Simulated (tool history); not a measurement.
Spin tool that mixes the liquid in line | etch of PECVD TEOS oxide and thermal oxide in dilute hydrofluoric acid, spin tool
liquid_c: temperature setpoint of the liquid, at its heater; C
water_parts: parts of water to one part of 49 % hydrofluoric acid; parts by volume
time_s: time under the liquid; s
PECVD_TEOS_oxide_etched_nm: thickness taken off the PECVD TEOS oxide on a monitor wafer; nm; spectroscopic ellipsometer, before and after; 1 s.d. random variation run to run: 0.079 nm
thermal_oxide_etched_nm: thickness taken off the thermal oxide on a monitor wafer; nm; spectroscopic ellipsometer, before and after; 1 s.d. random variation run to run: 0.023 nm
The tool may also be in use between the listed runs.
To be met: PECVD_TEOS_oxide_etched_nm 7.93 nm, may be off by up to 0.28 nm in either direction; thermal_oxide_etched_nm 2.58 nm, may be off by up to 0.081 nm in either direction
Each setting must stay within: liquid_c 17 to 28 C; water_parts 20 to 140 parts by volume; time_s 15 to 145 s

run	hour	liquid_c	water_parts	time_s	PECVD_TEOS_oxide_etched_nm	thermal_oxide_etched_nm
1	0	20	75	75	10.874	3.5473
2	5.6	19.5	80	75	10.052	3.2904
3	10.8	19.5	90	75	8.681	2.8453
4	17.2	19.5	90	100	11.945	3.8258
5	21.8	21.5	90	100	12.537	4.1223
6	29.4	21.5	90	125	15.942	5.1588
7	37.1	21	100	125	13.713	4.4336
8	44.8	20.5	105	125	12.825	4.1502
9	49	17	135	125	8.3541	2.6841

Exercise: of the 5 proposed moves below, exactly one satisfies all targets within the stated allowed misses. Which move is it?
A	53.2	19	140	115	?	?
B	53.2	17	105	85	?	?
C	53.2	19	135	120	?	?
D	53.2	18.5	140	125	?	?
E	53.2	17.5	120	110	?	?

move	PECVD_TEOS_oxide_etched_nm	thermal_oxide_etched_nm
A	8.0364	2.5565
B	7.5864	2.4134
C	8.7445	2.7818
D	8.5613	2.7235
E	8.6259	2.744
A: each result inside its tolerance
B: takes the result that was furthest off past its target
C: its largest miss is bigger than the last run's
D: its largest miss is bigger than the last run's
E: its largest miss is bigger than the last run's
The move that meets every target is A.

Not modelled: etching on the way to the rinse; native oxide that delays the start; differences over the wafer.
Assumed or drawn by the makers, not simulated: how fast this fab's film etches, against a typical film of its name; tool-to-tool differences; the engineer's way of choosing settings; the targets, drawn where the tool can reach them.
